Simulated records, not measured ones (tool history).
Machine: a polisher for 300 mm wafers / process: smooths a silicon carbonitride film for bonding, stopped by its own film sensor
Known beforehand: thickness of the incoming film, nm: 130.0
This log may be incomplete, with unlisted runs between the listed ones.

run,day,flow of slurry (ml/min),pressure of the wafer on the pad (kPa),speed of the pad under the wafer (cm/s),abrasive content of the slurry,target thickness at which the film sensor stops the polish (nm),time until the film sensor stopped the polish (s)
1,0,230,11.7,100,1,114,93.135
2,0.329,230,12.4,100,1,114,89.525
3,0.688,230,12.4,100,0.9,114,95.891
4,0.783,230,12.4,100,0.9,115,88.451
5,1.133,230,13.1,100,0.9,115,83.561
6,1.404,195,13.1,100,0.9,115,85.649

What will run 7 give?
7,1.55,195,13.1,100,0.9,115,?

time until the film sensor stopped the polish (s): 85.444
